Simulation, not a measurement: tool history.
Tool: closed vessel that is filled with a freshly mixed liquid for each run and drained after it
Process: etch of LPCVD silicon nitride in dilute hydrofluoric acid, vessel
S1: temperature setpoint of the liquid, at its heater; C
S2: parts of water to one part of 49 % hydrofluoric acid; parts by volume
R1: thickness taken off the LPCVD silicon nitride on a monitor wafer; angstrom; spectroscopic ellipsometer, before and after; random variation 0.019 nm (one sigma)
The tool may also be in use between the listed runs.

run 1 hour=0 | S1=21 S2=80 time_in_the_liquid_(s)=790 | R1=29.356
run 2 hour=6.3 | S1=19.5 S2=85 time_in_the_liquid_(s)=790 | R1=24.837
run 3 hour=13.2 | S1=19.5 S2=100 time_in_the_liquid_(s)=790 | R1=21.069
run 4 hour=18.3 | S1=19.5 S2=100 time_in_the_liquid_(s)=585 | R1=15.477
run 5 hour=23.3 | S1=17.5 S2=100 time_in_the_liquid_(s)=585 | R1=13.575
run 6 hour=31.1 | S1=17.5 S2=75 time_in_the_liquid_(s)=585 | R1=18.221

The next listed run, before its measurement:
-- hour=39.8 hydrofluoric acid flow meter replaced
run 7 hour=39.8 | S1=18 S2=75 time_in_the_liquid_(s)=585 | R1=?

{"run 7": {"R1": 21.154}}
